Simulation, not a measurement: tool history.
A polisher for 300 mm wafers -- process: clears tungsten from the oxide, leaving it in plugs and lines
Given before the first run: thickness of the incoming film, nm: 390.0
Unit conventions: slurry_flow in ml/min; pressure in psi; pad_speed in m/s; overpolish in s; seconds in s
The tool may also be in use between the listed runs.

run  hour  slurry_flow  pressure  pad_speed  slurry_solids  overpolish  seconds
  1     0          205       4.3       1.06              1          36   82.293
  2   8.7          205       4.3       1.06              1          39   81.005
  3  17.7          205       4.3       1.06           0.85          39   85.501
  4  23.8          205       4.7        1.1           0.85          39   76.864
  5  31.5          205       5.1       1.14           0.85          39   68.069
     36.2  -- slurry tank refilled with fresh slurry and peroxide
  6  36.2          205       5.1       1.32           0.85          39   49.772
  7  39.3          205       5.3       1.32           0.85          39   47.604
  8  44.4          205       5.4       1.32           0.85          39   47.264
  9    47          205       5.5       1.32           0.85          39   47.112

The next listed run, before its measurement:
 10  50.6          205       5.6       1.32           0.85          39        ?

Logged for run 10: seconds 46.045 s.
